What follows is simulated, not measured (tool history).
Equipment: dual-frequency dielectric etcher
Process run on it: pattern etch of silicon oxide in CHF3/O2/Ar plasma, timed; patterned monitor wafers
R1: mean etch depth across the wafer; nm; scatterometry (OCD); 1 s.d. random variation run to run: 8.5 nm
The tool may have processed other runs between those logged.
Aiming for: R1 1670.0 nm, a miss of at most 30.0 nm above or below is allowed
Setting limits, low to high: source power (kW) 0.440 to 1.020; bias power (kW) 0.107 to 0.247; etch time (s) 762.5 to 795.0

run 1 hour=0.0 | source_power_(kW)=0.730 bias_power_(kW)=0.177 etch_time_(s)=762.5 | R1=1532.5
run 2 hour=5.8 | source_power_(kW)=0.770 bias_power_(kW)=0.179 etch_time_(s)=762.5 | R1=1554.2
run 3 hour=6.6 | source_power_(kW)=0.770 bias_power_(kW)=0.179 etch_time_(s)=762.5 | R1=1574.9
run 4 hour=12.3 | source_power_(kW)=0.800 bias_power_(kW)=0.180 etch_time_(s)=762.5 | R1=1569.3
run 5 hour=20.8 | source_power_(kW)=0.800 bias_power_(kW)=0.180 etch_time_(s)=762.5 | R1=1574.4
run 6 hour=26.8 | source_power_(kW)=0.840 bias_power_(kW)=0.183 etch_time_(s)=763.0 | R1=1606.4
run 7 hour=31.1 | source_power_(kW)=0.840 bias_power_(kW)=0.183 etch_time_(s)=763.0 | R1=1605.3
run 8 hour=35.7 | source_power_(kW)=0.860 bias_power_(kW)=0.185 etch_time_(s)=763.5 | R1=1639.4
run 9 hour=40.7 | source_power_(kW)=0.870 bias_power_(kW)=0.186 etch_time_(s)=763.5 | R1=1637.0

Which single option among these 4 for the next run brings every result within its allowed miss of target? Just one does.
run A hour=45.7 | source_power_(kW)=0.840 bias_power_(kW)=0.177 etch_time_(s)=794.0 | R1=?
run B hour=45.7 | source_power_(kW)=1.010 bias_power_(kW)=0.152 etch_time_(s)=762.5 | R1=?
run C hour=45.7 | source_power_(kW)=0.810 bias_power_(kW)=0.177 etch_time_(s)=762.5 | R1=?
run D hour=45.7 | source_power_(kW)=0.930 bias_power_(kW)=0.164 etch_time_(s)=765.0 | R1=?

move=A R1=1674.5
move=B R1=1626.3
move=C R1=1591.9
move=D R1=1625.8
A: all results land within tolerance of their targets
B: further off than the last run
C: further off than the last run
D: further off than the last run
Correct choice: A, which meets every target
